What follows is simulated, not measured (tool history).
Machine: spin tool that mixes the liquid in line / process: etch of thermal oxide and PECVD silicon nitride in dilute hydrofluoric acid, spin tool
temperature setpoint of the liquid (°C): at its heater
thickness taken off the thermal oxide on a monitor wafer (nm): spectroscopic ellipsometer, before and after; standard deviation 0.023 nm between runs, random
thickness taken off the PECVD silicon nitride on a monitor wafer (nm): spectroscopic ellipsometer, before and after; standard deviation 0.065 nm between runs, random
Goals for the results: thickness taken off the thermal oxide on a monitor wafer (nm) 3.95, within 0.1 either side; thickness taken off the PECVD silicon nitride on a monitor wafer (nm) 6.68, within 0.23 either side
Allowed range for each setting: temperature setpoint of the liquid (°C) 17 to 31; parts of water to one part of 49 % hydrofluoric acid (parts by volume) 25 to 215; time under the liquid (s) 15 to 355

run,hour,temperature setpoint of the liquid (°C),parts of water to one part of 49 % hydrofluoric acid (parts by volume),time under the liquid (s),thickness taken off the thermal oxide on a monitor wafer (nm),thickness taken off the PECVD silicon nitride on a monitor wafer (nm)
1,0,23,120,180,5.5546,8.1484
2,3.8,21.5,120,180,5.2201,7.1942
3,10.1,21.5,120,240,6.8953,9.8343
4,13,21.5,100,240,8.5237,11.608
5,21.3,21.5,100,190,6.7975,9.4141
6,25.3,22.5,115,190,5.9459,8.5797
7,32,23,125,195,5.7399,8.4983
8,37.3,23.5,135,200,5.4392,8.2017
9,38.5,24,145,205,5.2673,8.1863
10,39.6,24,155,210,5.0001,7.9096
11,41.9,24,160,215,4.9518,7.7366
12,49.4,24.5,170,215,4.6687,7.4203
13,58.3,25.5,205,225,4.0447,7.0059

Which of these 4 next moves meets every target?
A,67.2,26.5,210,235,?,?
B,67.2,24,180,215,?,?
C,67.2,23,180,220,?,?
D,67.2,25.5,185,195,?,?

move,thickness taken off the thermal oxide on a monitor wafer (nm),thickness taken off the PECVD silicon nitride on a monitor wafer (nm)
A,4.254,7.5094
B,4.2845,6.8493
C,4.2221,6.5739
D,3.975,6.6469
A: moves away from the targets compared with the last run
B: gets the furthest-off result to its target, but another result is out of tolerance
C: gets the furthest-off result to its target, but another result is out of tolerance
D: all results in spec
Correct choice: D, which meets every target

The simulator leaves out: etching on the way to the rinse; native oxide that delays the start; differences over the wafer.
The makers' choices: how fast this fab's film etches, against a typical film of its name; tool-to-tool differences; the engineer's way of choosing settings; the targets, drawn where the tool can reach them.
